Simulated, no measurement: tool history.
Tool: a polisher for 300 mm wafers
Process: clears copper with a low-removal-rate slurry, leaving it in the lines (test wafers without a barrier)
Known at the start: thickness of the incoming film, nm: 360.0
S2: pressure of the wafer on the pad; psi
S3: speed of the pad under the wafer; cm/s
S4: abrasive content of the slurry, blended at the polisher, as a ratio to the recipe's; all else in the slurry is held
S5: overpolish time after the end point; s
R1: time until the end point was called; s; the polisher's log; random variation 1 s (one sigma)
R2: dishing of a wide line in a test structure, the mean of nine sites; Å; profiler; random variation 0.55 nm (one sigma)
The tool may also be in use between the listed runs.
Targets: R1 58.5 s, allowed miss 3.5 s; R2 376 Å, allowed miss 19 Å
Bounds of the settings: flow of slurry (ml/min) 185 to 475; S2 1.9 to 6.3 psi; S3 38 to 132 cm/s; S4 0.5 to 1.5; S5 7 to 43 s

Run 1, day 0: flow of slurry (ml/min) 305, S2 4.1 psi, S3 84 cm/s, S4 1, S5 22 s. Result: R1 92.454 s, R2 596.95 Å.
Run 2, day 0.038: flow of slurry (ml/min) 305, S2 4.1 psi, S3 90 cm/s, S4 1, S5 18 s. Result: R1 87.85 s, R2 532.03 Å.
Run 3, day 0.267: flow of slurry (ml/min) 300, S2 4.1 psi, S3 98 cm/s, S4 0.95, S5 15 s. Result: R1 84.208 s, R2 469.44 Å.
Run 4, day 0.446: flow of slurry (ml/min) 270, S2 4.3 psi, S3 108 cm/s, S4 0.8, S5 13 s. Result: R1 78.74 s, R2 459.67 Å.
Run 5, day 0.708: flow of slurry (ml/min) 270, S2 4.3 psi, S3 108 cm/s, S4 0.95, S5 13 s. Result: R1 72.846 s, R2 462.27 Å.
Run 6, day 0.838: flow of slurry (ml/min) 270, S2 4.3 psi, S3 108 cm/s, S4 1.05, S5 13 s. Result: R1 73.392 s, R2 473.55 Å.
Run 7, day 1.062: flow of slurry (ml/min) 270, S2 4.3 psi, S3 108 cm/s, S4 1.05, S5 13 s. Result: R1 70.411 s, R2 472.24 Å.
Run 8, day 1.317: flow of slurry (ml/min) 245, S2 4.3 psi, S3 112 cm/s, S4 1.1, S5 11 s. Result: R1 68.981 s, R2 406.88 Å.
Run 9, day 1.492: flow of slurry (ml/min) 240, S2 4.4 psi, S3 114 cm/s, S4 1.15, S5 10 s. Result: R1 69.118 s, R2 391.52 Å.

5 next moves are on the table. One of them brings every result within its allowed miss. Which?
Run A, day 1.667: flow of slurry (ml/min) 205, S2 4.5 psi, S3 112 cm/s, S4 1.1, S5 11 s. Result: R1 ?, R2 ?.
Run B, day 1.667: flow of slurry (ml/min) 275, S2 4.4 psi, S3 116 cm/s, S4 1.15, S5 11 s. Result: R1 ?, R2 ?.
Run C, day 1.667: flow of slurry (ml/min) 195, S2 4.5 psi, S3 112 cm/s, S4 1.35, S5 11 s. Result: R1 ?, R2 ?.
Run D, day 1.667: flow of slurry (ml/min) 200, S2 5.1 psi, S3 114 cm/s, S4 1.25, S5 8 s. Result: R1 ?, R2 ?.
Run E, day 1.667: flow of slurry (ml/min) 280, S2 4.5 psi, S3 96 cm/s, S4 1.4, S5 12 s. Result: R1 ?, R2 ?.

move      R1      R2
   A   69.27  420.74
   B  66.197  437.15
   C  66.972  433.15
   D  59.207  366.64
   E  71.524  441.12
A: as far off as the last run
B: further off than the last run
C: as far off as the last run
D: meets every target
E: further off than the last run
Answer: D
